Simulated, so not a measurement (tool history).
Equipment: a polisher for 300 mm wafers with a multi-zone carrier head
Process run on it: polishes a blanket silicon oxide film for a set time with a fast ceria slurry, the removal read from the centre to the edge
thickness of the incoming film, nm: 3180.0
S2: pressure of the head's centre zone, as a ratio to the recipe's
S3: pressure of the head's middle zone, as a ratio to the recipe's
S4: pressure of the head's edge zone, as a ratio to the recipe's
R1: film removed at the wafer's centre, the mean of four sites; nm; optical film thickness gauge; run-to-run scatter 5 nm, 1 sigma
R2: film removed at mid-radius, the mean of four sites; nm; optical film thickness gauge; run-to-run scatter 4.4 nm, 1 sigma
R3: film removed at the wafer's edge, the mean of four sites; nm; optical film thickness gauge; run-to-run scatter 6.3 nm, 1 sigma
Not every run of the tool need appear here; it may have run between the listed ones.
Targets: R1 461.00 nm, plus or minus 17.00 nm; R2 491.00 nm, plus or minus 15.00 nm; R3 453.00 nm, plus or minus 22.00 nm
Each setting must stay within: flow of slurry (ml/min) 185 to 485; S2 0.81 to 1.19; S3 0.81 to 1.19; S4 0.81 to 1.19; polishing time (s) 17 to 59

{"run": 1, "hour": 0.0, "flow of slurry (ml/min)": 310, "S2": 1.0, "S3": 1.0, "S4": 1.0, "polishing time (s)": 38, "R1": 353.24, "R2": 372.51, "R3": 372.59}
{"run": 2, "hour": 1.1, "flow of slurry (ml/min)": 315, "S2": 1.02, "S3": 1.03, "S4": 1.02, "polishing time (s)": 39, "R1": 373.26, "R2": 388.84, "R3": 380.92}
{"run": 3, "hour": 8.6, "flow of slurry (ml/min)": 315, "S2": 1.02, "S3": 1.03, "S4": 0.94, "polishing time (s)": 39, "R1": 375.72, "R2": 382.44, "R3": 357.0}
{"run": 4, "hour": 11.0, "flow of slurry (ml/min)": 320, "S2": 1.03, "S3": 1.05, "S4": 0.97, "polishing time (s)": 40, "R1": 393.51, "R2": 393.84, "R3": 383.94}
{"run": 5, "hour": 11.9, "flow of slurry (ml/min)": 265, "S2": 1.03, "S3": 1.05, "S4": 0.97, "polishing time (s)": 40, "R1": 388.58, "R2": 393.01, "R3": 381.17}
{"run": 6, "hour": 19.1, "flow of slurry (ml/min)": 270, "S2": 1.03, "S3": 1.07, "S4": 0.98, "polishing time (s)": 41, "R1": 399.15, "R2": 407.27, "R3": 392.27}
{"run": 7, "hour": 21.5, "flow of slurry (ml/min)": 275, "S2": 1.03, "S3": 1.09, "S4": 0.99, "polishing time (s)": 42, "R1": 412.58, "R2": 428.12, "R3": 396.61}
{"run": 8, "hour": 28.0, "flow of slurry (ml/min)": 275, "S2": 1.03, "S3": 1.1, "S4": 1.01, "polishing time (s)": 43, "R1": 413.34, "R2": 440.58, "R3": 407.63}
{"run": 9, "hour": 32.3, "flow of slurry (ml/min)": 275, "S2": 1.04, "S3": 1.11, "S4": 1.02, "polishing time (s)": 44, "R1": 428.41, "R2": 449.19, "R3": 421.91}
{"run": 10, "hour": 39.6, "flow of slurry (ml/min)": 275, "S2": 1.04, "S3": 1.12, "S4": 1.03, "polishing time (s)": 44, "R1": 427.78, "R2": 461.19, "R3": 439.2}
{"run": 11, "hour": 46.7, "flow of slurry (ml/min)": 275, "S2": 1.05, "S3": 1.13, "S4": 1.03, "polishing time (s)": 44, "R1": 427.73, "R2": 461.47, "R3": 421.31}
{"run": 12, "hour": 52.2, "flow of slurry (ml/min)": 275, "S2": 1.05, "S3": 1.13, "S4": 1.04, "polishing time (s)": 44, "R1": 438.15, "R2": 458.72, "R3": 427.1}
{"run": 13, "hour": 55.3, "flow of slurry (ml/min)": 275, "S2": 1.05, "S3": 1.14, "S4": 1.05, "polishing time (s)": 44, "R1": 436.21, "R2": 454.44, "R3": 431.02}
{"run": 14, "hour": 64.2, "flow of slurry (ml/min)": 275, "S2": 1.05, "S3": 1.15, "S4": 1.05, "polishing time (s)": 44, "R1": 433.24, "R2": 469.57, "R3": 432.81}
{"run": 15, "hour": 66.3, "flow of slurry (ml/min)": 275, "S2": 1.06, "S3": 1.15, "S4": 1.06, "polishing time (s)": 44, "R1": 441.85, "R2": 466.35, "R3": 426.36}
{"run": 16, "hour": 71.2, "flow of slurry (ml/min)": 275, "S2": 1.06, "S3": 1.15, "S4": 1.07, "polishing time (s)": 44, "R1": 437.67, "R2": 461.99, "R3": 435.17}

4 candidate next runs follow, results not yet known. Just one meets every target within its allowed miss. Identify it.
{"run": "A", "hour": 76.1, "flow of slurry (ml/min)": 435, "S2": 1.05, "S3": 1.16, "S4": 1.07, "polishing time (s)": 45, "R1": "?", "R2": "?", "R3": "?"}
{"run": "B", "hour": 76.1, "flow of slurry (ml/min)": 295, "S2": 0.97, "S3": 1.07, "S4": 1.17, "polishing time (s)": 43, "R1": "?", "R2": "?", "R3": "?"}
{"run": "C", "hour": 76.1, "flow of slurry (ml/min)": 305, "S2": 0.94, "S3": 0.93, "S4": 1.19, "polishing time (s)": 48, "R1": "?", "R2": "?", "R3": "?"}
{"run": "D", "hour": 76.1, "flow of slurry (ml/min)": 335, "S2": 1.02, "S3": 1.09, "S4": 1.18, "polishing time (s)": 48, "R1": "?", "R2": "?", "R3": "?"}

move=A R1=449.80 R2=489.24 R3=452.81
move=B R1=387.08 R2=434.25 R3=445.60
move=C R1=419.25 R2=445.46 R3=503.30
move=D R1=458.38 R2=494.05 R3=502.43
A: every result within its allowed miss
B: the biggest miss grows against the last run
C: the biggest miss grows against the last run
D: puts the biggest miss on target and leaves a different result outside tolerance
A meets every target.
